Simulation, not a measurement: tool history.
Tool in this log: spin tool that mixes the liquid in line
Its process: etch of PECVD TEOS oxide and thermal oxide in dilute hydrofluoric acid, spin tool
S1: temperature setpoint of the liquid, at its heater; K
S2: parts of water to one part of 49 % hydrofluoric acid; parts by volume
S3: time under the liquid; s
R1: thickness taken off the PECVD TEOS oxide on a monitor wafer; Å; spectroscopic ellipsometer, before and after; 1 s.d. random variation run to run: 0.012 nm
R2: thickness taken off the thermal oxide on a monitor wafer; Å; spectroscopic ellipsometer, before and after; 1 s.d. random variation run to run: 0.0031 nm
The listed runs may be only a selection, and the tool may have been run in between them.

Run 1, hour 0.0: S1 298.15 K, S2 235 parts by volume, S3 180 s. Result: R1 110.940 Å, R2 32.4470 Å.
Run 2, hour 3.3: S1 298.15 K, S2 150 parts by volume, S3 180 s. Result: R1 188.310 Å, R2 55.6970 Å.
Run 3, hour 5.9: S1 296.65 K, S2 150 parts by volume, S3 180 s. Result: R1 180.990 Å, R2 52.7040 Å.
Run 4, hour 14.1: S1 295.65 K, S2 245 parts by volume, S3 135 s. Result: R1 71.666 Å, R2 21.2470 Å.
Run 5, hour 19.6: S1 292.65 K, S2 245 parts by volume, S3 135 s. Result: R1 64.720 Å, R2 18.9470 Å.
Run 6, hour 25.3: S1 292.65 K, S2 245 parts by volume, S3 165 s. Result: R1 78.651 Å, R2 23.0640 Å.
Run 7, hour 32.5: S1 290.15 K, S2 340 parts by volume, S3 75 s. Result: R1 21.352 Å, R2 6.3568 Å.
Run 8, hour 38.8: S1 290.15 K, S2 340 parts by volume, S3 75 s. Result: R1 21.500 Å, R2 6.3112 Å.

Forecast run 9:
Run 9, hour 40.2: S1 290.15 K, S2 360 parts by volume, S3 75 s. Result: R1 ?, R2 ?.

{"run 9": {"R1": 19.893, "R2": 5.8847}}
